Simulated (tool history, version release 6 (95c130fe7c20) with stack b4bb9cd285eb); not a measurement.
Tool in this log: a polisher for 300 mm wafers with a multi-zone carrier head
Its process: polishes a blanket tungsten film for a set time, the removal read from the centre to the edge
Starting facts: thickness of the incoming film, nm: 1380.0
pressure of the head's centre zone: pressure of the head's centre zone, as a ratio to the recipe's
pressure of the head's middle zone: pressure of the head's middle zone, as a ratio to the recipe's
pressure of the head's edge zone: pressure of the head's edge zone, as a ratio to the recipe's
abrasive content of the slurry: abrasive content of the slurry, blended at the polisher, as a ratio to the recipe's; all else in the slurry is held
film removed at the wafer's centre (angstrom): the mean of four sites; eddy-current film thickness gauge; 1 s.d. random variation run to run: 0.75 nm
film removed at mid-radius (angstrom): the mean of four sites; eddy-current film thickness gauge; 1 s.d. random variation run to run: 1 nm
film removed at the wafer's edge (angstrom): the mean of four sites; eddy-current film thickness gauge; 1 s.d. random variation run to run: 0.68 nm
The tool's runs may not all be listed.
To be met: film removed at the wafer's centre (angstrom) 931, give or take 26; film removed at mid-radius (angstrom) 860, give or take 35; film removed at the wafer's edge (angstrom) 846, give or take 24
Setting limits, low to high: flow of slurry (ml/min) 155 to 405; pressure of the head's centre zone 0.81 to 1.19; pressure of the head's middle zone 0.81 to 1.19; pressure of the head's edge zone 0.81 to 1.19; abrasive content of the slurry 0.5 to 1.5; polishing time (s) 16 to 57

run  hour  flow of slurry (ml/min)  pressure of the head's centre zone  pressure of the head's middle zone  pressure of the head's edge zone  abrasive content of the slurry  polishing time (s)  film removed at the wafer's centre (angstrom)  film removed at mid-radius (angstrom)  film removed at the wafer's edge (angstrom)
  1     0                      260                                   1                                   1                                 1                               1                  36                                         1529.9                                   1525                                       1527.6
  2   8.2                      260                                   1                                   1                                 1                               1                  44                                           1891                                 1885.1                                       1836.1
  3  15.3                      260                                   1                                   1                                 1                            0.85                  44                                         1815.9                                 1829.3                                       1793.2
  4  19.5                      260                                   1                                   1                                 1                            0.65                  44                                         1753.6                                 1720.2                                       1698.7
  5  26.1                      260                                   1                                0.99                              0.98                            0.65                  40                                         1584.3                                 1607.9                                       1578.1
  6  34.1                      260                                   1                                0.99                              0.98                             0.5                  40                                         1511.6                                 1532.3                                         1493
  7  43.1                      260                                1.02                                0.98                              0.97                             0.5                  36                                         1395.8                                 1336.8                                       1343.7
  8    45                      265                                1.01                                   1                              0.87                             0.5                  26                                         995.17                                 981.03                                       923.03
  9  46.9                      260                                1.01                                0.99                              0.86                             0.5                  26                                         1003.2                                 989.72                                       922.01
 10  55.5                      260                                1.01                                0.97                              0.85                             0.5                  26                                         986.33                                 980.78                                       917.82
 11  61.5                      225                                1.05                                0.87                              0.81                             0.5                  24                                         945.13                                 817.39                                       822.81

Of the 5 settings listed for the next run, only one would bring every result within its allowed miss of target. Which one?
  A  67.5                      330                                0.88                                0.95                              0.83                             0.5                  25                                              ?                                      ?                                            ?
  B  67.5                      195                                1.06                                0.85                              0.81                             0.6                  23                                              ?                                      ?                                            ?
  C  67.5                      275                                0.98                                0.86                              0.88                             0.6                  24                                              ?                                      ?                                            ?
  D  67.5                      220                                1.02                                 0.9                              0.81                            0.55                  24                                              ?                                      ?                                            ?
  E  67.5                      210                                1.16                                1.03                              0.81                             0.5                  23                                              ?                                      ?                                            ?

move  film removed at the wafer's centre (angstrom)  film removed at mid-radius (angstrom)  film removed at the wafer's edge (angstrom)
   A                                         870.02                                  933.7                                       894.97
   B                                          921.6                                 776.25                                       804.86
   C                                         932.97                                 849.69                                       890.52
   D                                         930.67                                 841.59                                       837.79
   E                                         988.81                                 862.81                                       787.07
A: takes the biggest miss from the last run beyond its target
B: moves away from the targets compared with the last run
C: corrects the largest miss of the last run, while another result sits out of spec
D: every result within its allowed miss
E: corrects the largest miss of the last run, while another result sits out of spec
Move D is the one to make.

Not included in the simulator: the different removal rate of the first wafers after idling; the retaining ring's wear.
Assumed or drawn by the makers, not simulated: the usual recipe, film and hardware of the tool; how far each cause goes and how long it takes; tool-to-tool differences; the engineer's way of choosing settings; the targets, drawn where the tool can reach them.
